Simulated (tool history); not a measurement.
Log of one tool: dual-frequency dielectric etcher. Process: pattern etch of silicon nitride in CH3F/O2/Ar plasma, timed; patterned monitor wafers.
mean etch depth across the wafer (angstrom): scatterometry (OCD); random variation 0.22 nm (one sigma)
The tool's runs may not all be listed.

run  hour  source power (W)  bias power (W)  etch time (s)  mean etch depth across the wafer (angstrom)
  1   0.0               420              81           70.5                                       543.13
  2   2.9               420              81           70.5                                       548.55
  3  10.8               420              81           70.5                                       540.46
  4  17.9               440              82           70.5                                       555.50
  5  25.4               440              82           70.5                                       556.92
  6  33.5               440              82           70.5                                       558.33
  7  40.7               450              82           70.5                                       567.32

Forecast run 8:
  8  46.8               460              82           70.5                                            ?

mean etch depth across the wafer (angstrom): 568.27

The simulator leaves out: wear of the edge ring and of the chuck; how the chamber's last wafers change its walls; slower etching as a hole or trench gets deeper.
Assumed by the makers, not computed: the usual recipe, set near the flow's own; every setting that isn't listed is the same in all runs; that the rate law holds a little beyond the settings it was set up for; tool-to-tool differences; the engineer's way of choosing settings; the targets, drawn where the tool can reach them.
